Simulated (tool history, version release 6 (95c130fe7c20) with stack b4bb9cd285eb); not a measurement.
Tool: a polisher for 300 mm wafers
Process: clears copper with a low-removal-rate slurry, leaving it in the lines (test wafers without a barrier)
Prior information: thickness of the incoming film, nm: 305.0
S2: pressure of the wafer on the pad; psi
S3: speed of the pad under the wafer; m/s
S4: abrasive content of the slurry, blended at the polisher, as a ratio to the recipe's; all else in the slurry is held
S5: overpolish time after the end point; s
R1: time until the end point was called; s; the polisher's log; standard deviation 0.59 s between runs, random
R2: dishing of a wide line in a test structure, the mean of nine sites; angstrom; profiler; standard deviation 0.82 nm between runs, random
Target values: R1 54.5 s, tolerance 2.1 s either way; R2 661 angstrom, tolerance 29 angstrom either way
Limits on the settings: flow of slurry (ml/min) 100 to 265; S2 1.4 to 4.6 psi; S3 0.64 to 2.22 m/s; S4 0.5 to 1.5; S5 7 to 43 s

run 1 hour=0 | flow_of_slurry_(ml/min)=170 S2=3 S3=1.42 S4=1 S5=22 | R1=82.556 R2=443.25
run 2 hour=1.8 | flow_of_slurry_(ml/min)=170 S2=3 S3=1.42 S4=1 S5=15 | R1=82.556 R2=343.16
run 3 hour=10.8 | flow_of_slurry_(ml/min)=170 S2=2.6 S3=1.42 S4=1 S5=15 | R1=96.563 R2=305.39
run 4 hour=16.1 | flow_of_slurry_(ml/min)=170 S2=2 S3=1.42 S4=1 S5=15 | R1=122.42 R2=248.91
run 5 hour=20.3 | flow_of_slurry_(ml/min)=170 S2=2.5 S3=1.42 S4=1 S5=17 | R1=97.565 R2=323.48
run 6 hour=23.2 | flow_of_slurry_(ml/min)=170 S2=2.9 S3=1.42 S4=1 S5=19 | R1=84.172 R2=398.06
run 7 hour=29.6 | flow_of_slurry_(ml/min)=170 S2=3.2 S3=1.42 S4=1 S5=20 | R1=77.321 R2=431.3
run 8 hour=30.8 | flow_of_slurry_(ml/min)=170 S2=3.4 S3=1.42 S4=1 S5=21 | R1=73.019 R2=480.16
run 9 hour=38.4 | flow_of_slurry_(ml/min)=170 S2=3.4 S3=1.42 S4=1 S5=21 | R1=73.558 R2=465.58
run 10 hour=44.7 | flow_of_slurry_(ml/min)=170 S2=3.6 S3=1.42 S4=1 S5=22 | R1=68.873 R2=507.09
run 11 hour=49.6 | flow_of_slurry_(ml/min)=170 S2=3.6 S3=1.42 S4=1 S5=22 | R1=69.093 R2=505.72
run 12 hour=55.3 | flow_of_slurry_(ml/min)=175 S2=3.8 S3=1.42 S4=1 S5=23 | R1=64.834 R2=545.61
run 13 hour=61.6 | flow_of_slurry_(ml/min)=175 S2=3.9 S3=1.42 S4=1 S5=23 | R1=63.371 R2=537.77
run 14 hour=67.8 | flow_of_slurry_(ml/min)=170 S2=4 S3=1.42 S4=1 S5=24 | R1=61.994 R2=563.46
run 15 hour=72 | flow_of_slurry_(ml/min)=180 S2=4.1 S3=1.42 S4=1 S5=24 | R1=60.752 R2=582.82
run 16 hour=78.9 | flow_of_slurry_(ml/min)=180 S2=4.2 S3=1.42 S4=1 S5=24 | R1=58.406 R2=596.41

5 candidate next runs follow, results not yet known. Just one meets every target within its allowed miss. Identify it.
run A hour=85.8 | flow_of_slurry_(ml/min)=195 S2=4.3 S3=1.48 S4=1.05 S5=37 | R1=? R2=?
run B hour=85.8 | flow_of_slurry_(ml/min)=150 S2=3.6 S3=1.82 S4=0.75 S5=38 | R1=? R2=?
run C hour=85.8 | flow_of_slurry_(ml/min)=185 S2=4.6 S3=1.48 S4=1.1 S5=21 | R1=? R2=?
run D hour=85.8 | flow_of_slurry_(ml/min)=175 S2=4.1 S3=1.42 S4=0.95 S5=31 | R1=? R2=?
run E hour=85.8 | flow_of_slurry_(ml/min)=160 S2=4.6 S3=1.48 S4=0.9 S5=27 | R1=? R2=?

move=A R1=52.958 R2=735.97
move=B R1=58.03 R2=704.59
move=C R1=49.407 R2=599.79
move=D R1=60.058 R2=652.08
move=E R1=52.957 R2=655.72
A: pushes the last run's worst result past its target
B: pushes the last run's worst result past its target
C: misses by more than the last run did
D: brings the last run's worst result on target, with another outside its allowed miss
E: all results in spec
Move E is the one to make.

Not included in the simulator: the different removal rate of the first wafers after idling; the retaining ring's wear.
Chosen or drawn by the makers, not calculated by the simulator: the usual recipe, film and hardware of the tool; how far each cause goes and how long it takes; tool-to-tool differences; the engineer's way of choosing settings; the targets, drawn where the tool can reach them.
